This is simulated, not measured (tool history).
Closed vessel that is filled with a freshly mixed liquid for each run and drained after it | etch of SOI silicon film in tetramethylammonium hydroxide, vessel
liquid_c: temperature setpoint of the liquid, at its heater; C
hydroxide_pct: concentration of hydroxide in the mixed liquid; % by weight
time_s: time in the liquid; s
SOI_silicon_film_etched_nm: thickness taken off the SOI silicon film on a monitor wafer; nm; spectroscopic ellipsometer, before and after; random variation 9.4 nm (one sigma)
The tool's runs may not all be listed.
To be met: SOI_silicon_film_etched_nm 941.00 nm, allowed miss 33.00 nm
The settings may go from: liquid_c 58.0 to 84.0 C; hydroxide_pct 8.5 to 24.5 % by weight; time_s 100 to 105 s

| run | hour | liquid_c | hydroxide_pct | time_s | SOI_silicon_film_etched_nm |
|---|---|---|---|---|---|
| 1 | 0.0 | 71.0 | 16.5 | 100 | 622.51 |
| 2 | 4.4 | 71.0 | 18.5 | 100 | 605.40 |
| 3 | 13.7 | 67.0 | 18.5 | 100 | 477.79 |
| 4 | 20.9 | 67.0 | 18.5 | 100 | 472.33 |
| 5 | 29.3 | 70.0 | 18.5 | 100 | 573.67 |
| 6 | 30.7 | 70.0 | 18.5 | 105 | 597.82 |
| 7 | 37.2 | 72.0 | 18.5 | 105 | 664.83 |
| 8 | 41.8 | 73.5 | 18.5 | 105 | 726.85 |
| 9 | 50.2 | 74.5 | 18.5 | 105 | 778.26 |
| 10 | 52.4 | 75.5 | 18.5 | 105 | 820.55 |
| 11 | 56.5 | 76.0 | 18.5 | 105 | 838.04 |

Which of these 5 next moves meets every target?
| A | 60.6 | 77.5 | 19.0 | 100 | ? |
| B | 60.6 | 76.5 | 18.5 | 105 | ? |
| C | 60.6 | 78.0 | 19.0 | 105 | ? |
| D | 60.6 | 76.5 | 19.5 | 105 | ? |
| E | 60.6 | 78.5 | 14.5 | 100 | ? |

| move | SOI_silicon_film_etched_nm |
|---|---|
| A | 850.81 |
| B | 854.08 |
| C | 918.78 |
| D | 834.66 |
| E | 1001.20 |
A: nearer than the last run, and not there yet
B: nearer than the last run, and not there yet
C: meets every target
D: as far off as the last run
E: takes the result that was furthest off past its target
The right move is C.

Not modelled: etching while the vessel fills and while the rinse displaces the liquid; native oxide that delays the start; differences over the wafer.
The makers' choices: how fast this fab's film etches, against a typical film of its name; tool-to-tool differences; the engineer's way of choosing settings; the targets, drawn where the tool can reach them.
